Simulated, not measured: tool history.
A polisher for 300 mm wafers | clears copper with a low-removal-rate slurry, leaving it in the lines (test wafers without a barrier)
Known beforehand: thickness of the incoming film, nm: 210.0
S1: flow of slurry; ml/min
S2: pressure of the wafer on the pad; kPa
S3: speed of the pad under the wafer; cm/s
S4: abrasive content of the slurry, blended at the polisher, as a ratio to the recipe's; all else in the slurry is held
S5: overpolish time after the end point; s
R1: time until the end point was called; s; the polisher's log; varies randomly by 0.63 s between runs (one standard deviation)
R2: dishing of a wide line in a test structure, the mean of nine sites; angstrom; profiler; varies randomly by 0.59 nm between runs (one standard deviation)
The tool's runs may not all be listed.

run  hour   S1    S2   S3   S4  S5      R1      R2
  1   0.0  150  15.2  126  1.0  25  52.210  514.25
  2   3.4  150  15.2  126  1.0  31  52.371  609.99
  3  10.2  150  15.2  126  1.0  26  52.395  547.24
  4  18.8  150  15.2  126  1.0  16  51.198  379.33
  5  22.6  150  17.9  126  1.0  16  44.562  424.70
  6  27.6  150  20.0  126  1.0  16  40.525  473.75
  7  35.0  145  17.9  126  1.0  18  45.612  471.23
  8  38.0  135  16.5  126  1.0  18  49.473  428.88
  9  41.7  130  15.2  126  1.0  19  54.175  415.08
 10  47.4  125  14.5  126  1.0  20  56.357  402.30

Forecast run 11:
 11  50.4  120  13.8  126  1.0  21   ?   ?

R1: 60.218 s
R2: 407.98 angstrom
